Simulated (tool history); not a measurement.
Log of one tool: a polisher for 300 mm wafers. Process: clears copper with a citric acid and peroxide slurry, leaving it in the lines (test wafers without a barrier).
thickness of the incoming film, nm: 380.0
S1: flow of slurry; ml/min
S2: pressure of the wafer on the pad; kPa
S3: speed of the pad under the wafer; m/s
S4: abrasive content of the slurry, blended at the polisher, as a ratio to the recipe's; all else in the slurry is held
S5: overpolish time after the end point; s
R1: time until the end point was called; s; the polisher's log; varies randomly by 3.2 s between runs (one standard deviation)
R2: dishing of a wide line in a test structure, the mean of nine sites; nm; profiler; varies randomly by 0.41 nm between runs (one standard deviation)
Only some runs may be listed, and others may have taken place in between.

run	hour	S1	S2	S3	S4	S5	R1	R2
1	0	280	21.4	1.28	1	23	107.39	38.469
2	2.1	280	21.4	1.28	1	29	104.01	40.883
3	4.2	280	21.4	1.28	0.8	29	111.37	41.09
4	7.6	280	21.4	1.28	0.8	36	110.69	45.386
5	9.7	280	23.4	1.28	0.8	36	101.28	45.374
6	18.2	280	23.4	1.28	0.7	36	105.86	46.016
7	26.6	280	22.1	1.26	0.7	34	115.37	43.86
8	35	280	20.7	1.24	0.7	32	120.15	41.99
9	38.4	280	20	1.2	0.7	31	129.66	39.252
10	40.9	280	19.3	1.18	0.7	30	136.09	38.169
11	44.6	280	18.6	1.18	0.7	29	134.31	37.042
12	45.5	280	17.9	1.16	0.7	29	141.37	35.569
13	48.1	280	17.2	1.16	0.7	29	152.72	34.881
14	49.1	280	16.5	1.16	0.7	29	155.19	34.274

Run 15 comes next. What will it give?
15	53.9	280	16.5	1.16	0.7	29	?	?

{"run 15": {"R1": 161.42, "R2": 33.183}}

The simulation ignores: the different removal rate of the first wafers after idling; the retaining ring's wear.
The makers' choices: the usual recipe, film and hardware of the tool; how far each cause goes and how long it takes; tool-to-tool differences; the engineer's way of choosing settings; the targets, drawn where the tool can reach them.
